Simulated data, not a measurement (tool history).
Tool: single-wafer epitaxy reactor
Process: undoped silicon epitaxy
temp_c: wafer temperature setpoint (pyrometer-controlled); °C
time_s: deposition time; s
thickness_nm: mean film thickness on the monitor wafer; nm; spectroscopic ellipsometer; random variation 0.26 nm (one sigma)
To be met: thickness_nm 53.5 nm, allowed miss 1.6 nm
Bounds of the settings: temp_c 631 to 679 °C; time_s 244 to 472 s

run 1 hour=0 | temp_c=655 time_s=358 | thickness_nm=58.744
run 2 hour=6.4 | temp_c=654 time_s=358 | thickness_nm=58.093
run 3 hour=12 | temp_c=654 time_s=376 | thickness_nm=60.739
run 4 hour=15.6 | temp_c=662 time_s=376 | thickness_nm=72.117
run 5 hour=22.1 | temp_c=659 time_s=375 | thickness_nm=67.803
run 6 hour=23 | temp_c=653 time_s=375 | thickness_nm=59.54
run 7 hour=30.1 | temp_c=653 time_s=375 | thickness_nm=59.568
run 8 hour=33.3 | temp_c=653 time_s=375 | thickness_nm=59.259
run 9 hour=38.3 | temp_c=652 time_s=375 | thickness_nm=57.98
run 10 hour=41.8 | temp_c=651 time_s=375 | thickness_nm=57.032
run 11 hour=44 | temp_c=650 time_s=375 | thickness_nm=55.484
-- hour=48.5 pyrometer calibrated
run 12 hour=48.5 | temp_c=649 time_s=375 | thickness_nm=60.979
run 13 hour=49.2 | temp_c=638 time_s=369 | thickness_nm=47.275

Which of these 4 next moves meets every target?
run A hour=49.9 | temp_c=646 time_s=378 | thickness_nm=?
run B hour=49.9 | temp_c=645 time_s=386 | thickness_nm=?
run C hour=49.9 | temp_c=633 time_s=361 | thickness_nm=?
run D hour=49.9 | temp_c=642 time_s=385 | thickness_nm=?

move=A thickness_nm=58.198
move=B thickness_nm=58.204
move=C thickness_nm=42.252
move=D thickness_nm=54.523
A: takes the result that was furthest off past its target
B: takes the result that was furthest off past its target
C: further off than the last run
D: meets every target
Move D is the one to make.
